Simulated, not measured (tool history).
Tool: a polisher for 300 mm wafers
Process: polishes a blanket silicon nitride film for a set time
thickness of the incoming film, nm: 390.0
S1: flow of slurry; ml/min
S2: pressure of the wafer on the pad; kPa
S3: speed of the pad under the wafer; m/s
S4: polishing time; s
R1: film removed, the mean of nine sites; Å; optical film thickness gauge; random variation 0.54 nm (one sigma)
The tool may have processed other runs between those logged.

Run 1, hour 0.0: S1 270 ml/min, S2 29.0 kPa, S3 1.22 m/s, S4 46 s. Result: R1 973.13 Å.
Run 2, hour 6.6: S1 270 ml/min, S2 29.0 kPa, S3 1.22 m/s, S4 46 s. Result: R1 969.43 Å.
Run 3, hour 14.2: S1 295 ml/min, S2 29.0 kPa, S3 1.22 m/s, S4 46 s. Result: R1 974.92 Å.
Run 4, hour 20.7: S1 295 ml/min, S2 24.8 kPa, S3 1.22 m/s, S4 46 s. Result: R1 878.55 Å.
Run 5, hour 26.6: S1 295 ml/min, S2 24.8 kPa, S3 1.22 m/s, S4 46 s. Result: R1 876.54 Å.
Run 6, hour 32.1: S1 260 ml/min, S2 24.8 kPa, S3 1.22 m/s, S4 46 s. Result: R1 855.86 Å.
Run 7, hour 39.3: S1 260 ml/min, S2 24.8 kPa, S3 1.22 m/s, S4 46 s. Result: R1 867.39 Å.
Run 8, hour 39.9: S1 260 ml/min, S2 21.4 kPa, S3 1.20 m/s, S4 46 s. Result: R1 771.49 Å.
Run 9, hour 41.4: S1 260 ml/min, S2 19.3 kPa, S3 1.20 m/s, S4 46 s. Result: R1 718.35 Å.

Estimate the outcome of run 10 from the log above:
Run 10, hour 44.8: S1 255 ml/min, S2 13.8 kPa, S3 1.20 m/s, S4 46 s. Result: R1 ?.

R1: 585.60 Å
